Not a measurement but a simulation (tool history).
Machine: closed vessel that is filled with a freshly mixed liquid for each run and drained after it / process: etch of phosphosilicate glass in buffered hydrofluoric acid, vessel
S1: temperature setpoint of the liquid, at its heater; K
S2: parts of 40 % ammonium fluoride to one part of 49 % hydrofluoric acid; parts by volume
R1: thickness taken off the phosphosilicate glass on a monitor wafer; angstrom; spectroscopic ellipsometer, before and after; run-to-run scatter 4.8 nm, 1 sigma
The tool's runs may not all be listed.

run 1 hour=0.0 | S1=297.15 S2=15.0 time_in_the_liquid_(s)=95 | R1=4565.0
run 2 hour=2.5 | S1=299.65 S2=12.5 time_in_the_liquid_(s)=95 | R1=6195.2
run 3 hour=11.3 | S1=301.65 S2=11.0 time_in_the_liquid_(s)=95 | R1=7765.9
run 4 hour=16.8 | S1=301.65 S2=11.0 time_in_the_liquid_(s)=95 | R1=7783.4
-- hour=19.4 thermometer replaced
run 5 hour=19.4 | S1=301.65 S2=15.0 time_in_the_liquid_(s)=95 | R1=6101.5
run 6 hour=24.7 | S1=301.65 S2=18.0 time_in_the_liquid_(s)=95 | R1=5083.3

What will run 7 give?
run 7 hour=32.9 | S1=302.65 S2=14.5 time_in_the_liquid_(s)=95 | R1=?

Logged for run 7: R1 6659.7 angstrom.
